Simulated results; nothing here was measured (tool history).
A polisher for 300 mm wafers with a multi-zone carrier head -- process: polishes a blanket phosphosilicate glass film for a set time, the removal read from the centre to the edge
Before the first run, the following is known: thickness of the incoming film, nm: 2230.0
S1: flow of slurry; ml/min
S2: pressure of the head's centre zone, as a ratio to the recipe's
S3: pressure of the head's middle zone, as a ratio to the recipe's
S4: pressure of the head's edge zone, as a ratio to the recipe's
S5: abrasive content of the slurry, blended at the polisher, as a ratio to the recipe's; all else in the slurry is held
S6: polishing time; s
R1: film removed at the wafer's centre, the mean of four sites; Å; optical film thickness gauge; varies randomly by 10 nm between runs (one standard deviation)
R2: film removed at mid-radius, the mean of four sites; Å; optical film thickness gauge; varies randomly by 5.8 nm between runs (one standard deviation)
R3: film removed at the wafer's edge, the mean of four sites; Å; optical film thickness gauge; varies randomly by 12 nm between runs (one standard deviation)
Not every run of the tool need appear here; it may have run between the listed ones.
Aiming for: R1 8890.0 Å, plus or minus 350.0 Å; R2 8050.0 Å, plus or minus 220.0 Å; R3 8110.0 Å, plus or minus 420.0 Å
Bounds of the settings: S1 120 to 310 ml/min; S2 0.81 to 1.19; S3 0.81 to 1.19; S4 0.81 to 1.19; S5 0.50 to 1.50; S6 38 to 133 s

run,hour,S1,S2,S3,S4,S5,S6,R1,R2,R3
1,0.0,200,1.00,1.00,1.00,1.00,85,5580.3,5671.1,5732.7
2,1.8,200,1.00,1.00,1.00,0.90,85,5245.8,5289.9,5302.8
3,8.9,210,1.04,1.02,1.03,1.00,85,5944.9,5888.1,5626.3
4,13.8,210,1.04,1.02,1.03,1.00,74,5129.2,5021.4,5041.5
5,15.6,245,1.04,1.02,1.03,1.00,74,5066.2,5095.6,5079.1
6,21.9,245,1.06,1.01,1.05,1.10,78,5976.1,5671.1,5625.9
7,30.0,245,1.06,1.01,1.07,1.20,80,6240.4,6079.2,6268.7
8,31.7,245,1.09,1.02,1.08,1.25,82,6680.5,6405.7,6504.3
9,35.3,250,1.11,1.02,1.09,1.30,84,7155.5,6610.4,6807.2
10,39.0,255,1.13,1.03,1.10,1.35,85,7573.4,6979.8,6950.2
11,40.5,260,1.14,1.03,1.11,1.40,86,7853.6,7150.1,7442.9
12,47.8,265,1.15,1.04,1.11,1.40,87,8075.2,7427.2,7444.1
13,53.2,270,1.16,1.04,1.12,1.40,87,8156.6,7233.2,7531.3

Of the 4 settings listed for the next run, only one would bring every result within its allowed miss of target. Which one?
A,58.6,305,0.95,1.01,1.19,1.30,94,?,?,?
B,58.6,240,1.15,1.04,1.11,1.35,99,?,?,?
C,58.6,290,0.99,1.01,1.19,1.35,95,?,?,?
D,58.6,250,1.13,1.10,0.99,1.50,97,?,?,?

move,R1,R2,R3
A,6868.8,7490.4,8132.2
B,8720.2,8050.2,8270.9
C,7326.0,7665.5,8332.4
D,8810.6,8679.6,8017.5
A: lands further from the targets than the last run did
B: hits every target within its allowed miss
C: lands further from the targets than the last run did
D: takes the result that was furthest off past its target
B is the move that brings every result within its allowed miss.
